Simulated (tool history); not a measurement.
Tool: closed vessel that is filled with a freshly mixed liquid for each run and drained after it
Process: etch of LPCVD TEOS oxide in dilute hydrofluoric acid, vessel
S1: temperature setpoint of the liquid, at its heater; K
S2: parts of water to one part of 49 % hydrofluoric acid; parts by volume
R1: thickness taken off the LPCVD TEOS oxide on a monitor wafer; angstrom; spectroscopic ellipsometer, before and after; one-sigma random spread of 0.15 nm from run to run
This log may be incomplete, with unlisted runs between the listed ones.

Run 1, hour 0.0: S1 295.15 K, S2 195 parts by volume, time in the liquid (s) 95. Result: R1 100.64 angstrom.
Run 2, hour 3.9: S1 296.65 K, S2 175 parts by volume, time in the liquid (s) 95. Result: R1 121.84 angstrom.
Run 3, hour 5.4: S1 299.65 K, S2 175 parts by volume, time in the liquid (s) 95. Result: R1 135.25 angstrom.
Run 4, hour 11.0: S1 299.65 K, S2 175 parts by volume, time in the liquid (s) 100. Result: R1 144.92 angstrom.
Run 5, hour 12.6: S1 297.65 K, S2 175 parts by volume, time in the liquid (s) 100. Result: R1 133.79 angstrom.
Run 6, hour 19.4: S1 300.65 K, S2 175 parts by volume, time in the liquid (s) 100. Result: R1 148.23 angstrom.
Run 7, hour 27.0: S1 301.15 K, S2 160 parts by volume, time in the liquid (s) 100. Result: R1 167.73 angstrom.

What does the tool deliver on the next run?
Run 8, hour 33.8: S1 301.65 K, S2 150 parts by volume, time in the liquid (s) 100. Result: R1 ?.

R1: 184.50 angstrom
